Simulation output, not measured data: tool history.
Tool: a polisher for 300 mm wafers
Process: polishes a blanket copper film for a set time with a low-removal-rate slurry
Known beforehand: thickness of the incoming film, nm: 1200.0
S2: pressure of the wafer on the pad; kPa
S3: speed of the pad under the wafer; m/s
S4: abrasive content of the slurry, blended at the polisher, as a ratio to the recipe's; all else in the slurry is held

Run 1, hour 0.0: flow of slurry (ml/min) 210, S2 18.6 kPa, S3 1.10 m/s, S4 1.00, polishing time (s) 99. Result: film removed (nm) 252.38.
Run 2, hour 2.8: flow of slurry (ml/min) 210, S2 18.6 kPa, S3 1.10 m/s, S4 0.85, polishing time (s) 99. Result: film removed (nm) 235.63.
Run 3, hour 5.3: flow of slurry (ml/min) 210, S2 18.6 kPa, S3 0.98 m/s, S4 0.85, polishing time (s) 99. Result: film removed (nm) 213.55.
Run 4, hour 10.0: flow of slurry (ml/min) 210, S2 18.6 kPa, S3 0.98 m/s, S4 0.70, polishing time (s) 99. Result: film removed (nm) 204.83.
Run 5, hour 16.3: flow of slurry (ml/min) 210, S2 20.7 kPa, S3 1.00 m/s, S4 0.70, polishing time (s) 99. Result: film removed (nm) 231.65.
Run 6, hour 18.9: flow of slurry (ml/min) 210, S2 22.1 kPa, S3 1.02 m/s, S4 0.70, polishing time (s) 99. Result: film removed (nm) 245.78.
Run 7, hour 20.9: flow of slurry (ml/min) 210, S2 23.4 kPa, S3 1.06 m/s, S4 0.70, polishing time (s) 99. Result: film removed (nm) 272.07.
Run 8, hour 27.4: flow of slurry (ml/min) 210, S2 24.1 kPa, S3 1.10 m/s, S4 0.70, polishing time (s) 99. Result: film removed (nm) 294.44.
Run 9, hour 32.9: flow of slurry (ml/min) 210, S2 24.8 kPa, S3 1.12 m/s, S4 0.70, polishing time (s) 99. Result: film removed (nm) 300.38.
Run 10, hour 41.2: flow of slurry (ml/min) 210, S2 25.5 kPa, S3 1.16 m/s, S4 0.70, polishing time (s) 99. Result: film removed (nm) 323.22.

What will run 11 give?
Run 11, hour 49.0: flow of slurry (ml/min) 210, S2 26.2 kPa, S3 1.18 m/s, S4 0.70, polishing time (s) 99. Result: film removed (nm) ?.

Run 11 produced film removed (nm) 337.57.

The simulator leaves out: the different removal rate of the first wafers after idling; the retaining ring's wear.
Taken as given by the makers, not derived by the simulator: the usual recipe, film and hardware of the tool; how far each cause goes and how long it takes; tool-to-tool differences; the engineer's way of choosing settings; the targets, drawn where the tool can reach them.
